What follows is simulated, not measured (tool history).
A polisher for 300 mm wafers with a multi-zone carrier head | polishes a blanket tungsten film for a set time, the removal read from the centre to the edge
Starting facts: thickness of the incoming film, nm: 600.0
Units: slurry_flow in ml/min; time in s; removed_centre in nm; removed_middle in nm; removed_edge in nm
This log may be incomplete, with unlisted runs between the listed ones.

run  hour  slurry_flow  centre_zone  middle_zone  edge_zone  slurry_solids  time  removed_centre  removed_middle  removed_edge
  1   0.0          195         1.00         1.00       1.00           1.00    35          237.57          231.68        227.02
  2   2.9          195         1.00         1.00       1.00           0.85    35          225.27          221.12        221.43
  3   5.8          195         1.00         1.00       1.00           0.85    42          267.41          268.52        263.83
  4  11.3          190         0.98         1.00       0.99           0.80    40          249.79          249.64        249.00
  5  17.5          190         0.96         1.01       0.99           0.75    38          226.86          238.47        231.55
  6  20.6          185         0.94         1.00       0.99           0.70    36          206.00          218.72        210.47
  7  25.7          180         0.92         0.99       1.01           0.65    35          194.95          205.44        205.93
  8  30.4          175         0.91         0.99       1.02           0.65    34          184.30          200.06        205.80
  9  34.4          170         0.90         0.98       1.01           0.65    33          178.43          191.87        193.08
 10  40.9          135         0.81         0.97       1.09           0.50    25          111.49          133.72        142.86
 11  44.7          145         0.81         0.97       1.09           0.50    25          111.06          134.90        143.27
 12  51.9          155         0.82         0.97       1.09           0.50    25          117.57          135.63        142.84
 13  54.7          155         0.82         0.97       1.09           0.50    25          115.53          135.86        143.21

Run 14 is up next; what results do you expect?
 14  56.9          160         0.82         0.97       1.09           0.50    25               ?               ?             ?

Logged for run 14: removed_centre 114.70 nm, removed_middle 135.94 nm, removed_edge 144.80 nm.
